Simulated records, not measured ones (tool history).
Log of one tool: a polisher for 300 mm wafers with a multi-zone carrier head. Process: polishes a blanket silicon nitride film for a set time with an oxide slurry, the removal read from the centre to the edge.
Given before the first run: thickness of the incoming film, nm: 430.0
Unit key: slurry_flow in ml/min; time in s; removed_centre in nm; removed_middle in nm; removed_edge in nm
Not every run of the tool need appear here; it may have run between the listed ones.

run	day	slurry_flow	centre_zone	middle_zone	edge_zone	slurry_solids	time	removed_centre	removed_middle	removed_edge
1	0.000	275	1.00	1.00	1.00	1.00	82	44.571	47.027	46.430
2	0.346	275	0.94	1.00	1.00	1.00	82	42.184	47.572	46.205
3	0.642	275	0.94	1.00	1.00	1.10	82	43.728	49.710	48.270
4	0.696	275	0.94	1.00	1.00	1.10	97	52.276	57.698	56.694
5	1.038	270	0.93	0.98	0.96	0.95	97	48.894	53.303	52.912
6	1.362	270	0.93	0.98	0.89	0.95	97	48.153	54.190	51.374
7	1.479	265	0.93	0.97	0.87	0.85	96	46.105	49.979	47.878

Run 8 has not been measured yet. What should we expect?
8	1.508	235	0.85	0.95	0.81	0.60	96	?	?	?

removed_centre: 35.897 nm
removed_middle: 43.462 nm
removed_edge: 39.550 nm
